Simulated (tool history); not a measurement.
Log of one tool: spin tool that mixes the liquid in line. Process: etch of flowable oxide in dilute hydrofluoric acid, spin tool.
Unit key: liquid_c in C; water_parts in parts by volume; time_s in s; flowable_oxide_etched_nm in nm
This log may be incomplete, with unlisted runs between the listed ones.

run,hour,liquid_c,water_parts,time_s,flowable_oxide_etched_nm
1,0,20,255,70,7.4301
2,7.9,23,255,70,8.2867
3,13.6,21,300,70,6.3248
4,17.6,21,300,70,6.2907
5,18.2,19.5,300,70,5.9773
6,25.4,19.5,360,70,4.7293
7,31.4,18.5,375,70,4.277
8,40.2,18,385,70,4.1005

Estimate the outcome of run 9 from the log above:
9,43,17.5,395,70,?

{"run 9": {"flowable_oxide_etched_nm": 3.9239}}

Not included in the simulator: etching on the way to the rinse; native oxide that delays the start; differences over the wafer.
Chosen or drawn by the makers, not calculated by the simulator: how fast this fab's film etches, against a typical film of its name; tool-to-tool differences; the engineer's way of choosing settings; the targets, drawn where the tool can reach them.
